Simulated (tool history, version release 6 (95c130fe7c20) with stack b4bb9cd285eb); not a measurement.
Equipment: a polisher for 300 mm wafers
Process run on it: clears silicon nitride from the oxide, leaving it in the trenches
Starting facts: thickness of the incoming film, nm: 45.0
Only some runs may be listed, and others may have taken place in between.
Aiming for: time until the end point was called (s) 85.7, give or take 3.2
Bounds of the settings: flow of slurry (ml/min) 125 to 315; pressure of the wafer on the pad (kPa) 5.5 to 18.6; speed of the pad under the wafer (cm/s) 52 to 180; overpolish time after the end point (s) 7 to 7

run,hour,flow of slurry (ml/min),pressure of the wafer on the pad (kPa),speed of the pad under the wafer (cm/s),overpolish time after the end point (s),time until the end point was called (s)
1,0,205,11.7,116,7,59.697
2,2.1,205,11,116,7,62.855
3,8.3,205,13.8,116,7,53.4
4,15.5,205,13.1,116,7,55.267
5,20.5,205,11,116,7,63.368
6,23.1,205,10.3,116,7,65.074
7,29.8,205,9.7,116,7,70.417
8,34.9,200,8.3,116,7,77.791

Which single option among these 5 for the next run brings every result within its allowed miss of target? Just one does.
A,40,210,7.6,138,7,?
B,40,150,7.6,104,7,?
C,40,190,7.6,114,7,?
D,40,205,9,122,7,?
E,40,225,6.9,102,7,?

move,time until the end point was called (s)
A,71.994
B,93.964
C,84.285
D,70.546
E,94.997
A: lands further from the targets than the last run did
B: takes the biggest miss from the last run beyond its target
C: meets every target
D: lands further from the targets than the last run did
E: takes the biggest miss from the last run beyond its target
The move that meets every target is C.
